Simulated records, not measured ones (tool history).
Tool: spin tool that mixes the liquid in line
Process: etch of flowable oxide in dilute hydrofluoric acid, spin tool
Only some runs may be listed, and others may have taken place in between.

run	hour	temperature setpoint of the liquid (C)	parts of water to one part of 49 % hydrofluoric acid (parts by volume)	time under the liquid (s)	thickness taken off the flowable oxide on a monitor wafer (Å)
1	0.0	24.0	55	15	131.77
2	5.9	24.0	40	15	190.67
3	8.9	24.0	25	15	304.35
4	10.0	23.0	25	15	295.13
5	10.7	22.5	25	15	290.96
6	13.9	22.0	25	15	282.55
7	18.5	21.5	25	15	273.34
8	25.7	21.0	25	15	269.62
9	27.9	20.5	25	15	263.48
10	31.7	20.0	25	15	257.76
11	39.9	19.5	25	15	253.27

What does the tool deliver on the next run?
12	43.7	19.0	25	15	?

Run 12 measured thickness taken off the flowable oxide on a monitor wafer (Å) 247.20.
